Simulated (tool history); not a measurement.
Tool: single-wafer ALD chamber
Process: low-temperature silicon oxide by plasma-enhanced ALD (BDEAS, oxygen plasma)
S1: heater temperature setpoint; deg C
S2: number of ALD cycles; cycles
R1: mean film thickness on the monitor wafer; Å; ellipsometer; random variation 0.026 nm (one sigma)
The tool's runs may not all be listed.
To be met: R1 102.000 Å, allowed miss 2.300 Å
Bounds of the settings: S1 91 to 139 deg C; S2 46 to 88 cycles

Run 1, hour 0.0: S1 115 deg C, S2 67 cycles. Result: R1 88.539 Å.
Run 2, hour 6.0: S1 115 deg C, S2 73 cycles. Result: R1 96.427 Å.
Run 3, hour 14.6: S1 115 deg C, S2 68 cycles. Result: R1 90.293 Å.
Run 4, hour 21.4: S1 115 deg C, S2 62 cycles. Result: R1 82.270 Å.
Run 5, hour 22.4: S1 114 deg C, S2 66 cycles. Result: R1 87.620 Å.
Run 6, hour 23.4: S1 104 deg C, S2 66 cycles. Result: R1 89.178 Å.
Run 7, hour 29.2: S1 103 deg C, S2 68 cycles. Result: R1 92.058 Å.
Run 8, hour 31.2: S1 102 deg C, S2 70 cycles. Result: R1 95.092 Å.
Run 9, hour 37.1: S1 102 deg C, S2 71 cycles. Result: R1 96.719 Å.

4 next moves are on the table. One of them brings every result within its allowed miss. Which?
Run A, hour 43.0: S1 100 deg C, S2 75 cycles. Result: R1 ?.
Run B, hour 43.0: S1 101 deg C, S2 70 cycles. Result: R1 ?.
Run C, hour 43.0: S1 94 deg C, S2 66 cycles. Result: R1 ?.
Run D, hour 43.0: S1 99 deg C, S2 65 cycles. Result: R1 ?.

move       R1
   A  102.400
   B   95.200
   C   92.229
   D   89.095
A: meets every target
B: further off than the last run
C: further off than the last run
D: further off than the last run
Answer: A
